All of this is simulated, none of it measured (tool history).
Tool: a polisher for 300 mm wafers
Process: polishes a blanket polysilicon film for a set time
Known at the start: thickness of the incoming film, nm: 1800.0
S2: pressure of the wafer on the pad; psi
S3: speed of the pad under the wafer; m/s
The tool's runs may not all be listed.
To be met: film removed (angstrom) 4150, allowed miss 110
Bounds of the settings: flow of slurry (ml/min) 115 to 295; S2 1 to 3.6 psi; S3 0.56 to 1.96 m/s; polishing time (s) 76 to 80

run 1 hour=0 | flow_of_slurry_(ml/min)=190 S2=2.3 S3=1.26 polishing_time_(s)=76 | film_removed_(angstrom)=6306.7
run 2 hour=7.3 | flow_of_slurry_(ml/min)=185 S2=2.1 S3=1.26 polishing_time_(s)=76 | film_removed_(angstrom)=5851.1
run 3 hour=8.2 | flow_of_slurry_(ml/min)=185 S2=1.8 S3=1.26 polishing_time_(s)=76 | film_removed_(angstrom)=5148.4
run 4 hour=15.6 | flow_of_slurry_(ml/min)=185 S2=1.7 S3=1.26 polishing_time_(s)=76 | film_removed_(angstrom)=4939.9
run 5 hour=23.4 | flow_of_slurry_(ml/min)=205 S2=1.7 S3=1.26 polishing_time_(s)=76 | film_removed_(angstrom)=5056.7
run 6 hour=28 | flow_of_slurry_(ml/min)=205 S2=1.7 S3=1.26 polishing_time_(s)=80 | film_removed_(angstrom)=5318.8
run 7 hour=33.7 | flow_of_slurry_(ml/min)=205 S2=1.6 S3=1.26 polishing_time_(s)=80 | film_removed_(angstrom)=5069.9
run 8 hour=41.5 | flow_of_slurry_(ml/min)=175 S2=1.1 S3=1.26 polishing_time_(s)=80 | film_removed_(angstrom)=3838.1
run 9 hour=44.2 | flow_of_slurry_(ml/min)=180 S2=1.1 S3=1.26 polishing_time_(s)=80 | film_removed_(angstrom)=3857.8
run 10 hour=49.4 | flow_of_slurry_(ml/min)=185 S2=1.1 S3=1.26 polishing_time_(s)=80 | film_removed_(angstrom)=3848
run 11 hour=53.8 | flow_of_slurry_(ml/min)=190 S2=1.1 S3=1.26 polishing_time_(s)=80 | film_removed_(angstrom)=3861
run 12 hour=57.5 | flow_of_slurry_(ml/min)=195 S2=1.1 S3=1.26 polishing_time_(s)=80 | film_removed_(angstrom)=3859.9
run 13 hour=62.5 | flow_of_slurry_(ml/min)=215 S2=1.3 S3=1.26 polishing_time_(s)=80 | film_removed_(angstrom)=4429.3
run 14 hour=63 | flow_of_slurry_(ml/min)=210 S2=1.3 S3=1.26 polishing_time_(s)=80 | film_removed_(angstrom)=4383.8

4 next moves are on the table. One of them brings every result within its allowed miss. Which?
run A hour=63.5 | flow_of_slurry_(ml/min)=215 S2=1.1 S3=1.4 polishing_time_(s)=77 | film_removed_(angstrom)=?
run B hour=63.5 | flow_of_slurry_(ml/min)=225 S2=1.3 S3=1.24 polishing_time_(s)=80 | film_removed_(angstrom)=?
run C hour=63.5 | flow_of_slurry_(ml/min)=245 S2=1.5 S3=1.26 polishing_time_(s)=77 | film_removed_(angstrom)=?
run D hour=63.5 | flow_of_slurry_(ml/min)=195 S2=1.4 S3=1.28 polishing_time_(s)=76 | film_removed_(angstrom)=?

move=A film_removed_(angstrom)=4200.7
move=B film_removed_(angstrom)=4358.5
move=C film_removed_(angstrom)=4755.4
move=D film_removed_(angstrom)=4407
A: meets every target
B: nearer than the last run, and not there yet
C: further off than the last run
D: further off than the last run
The right move is A.
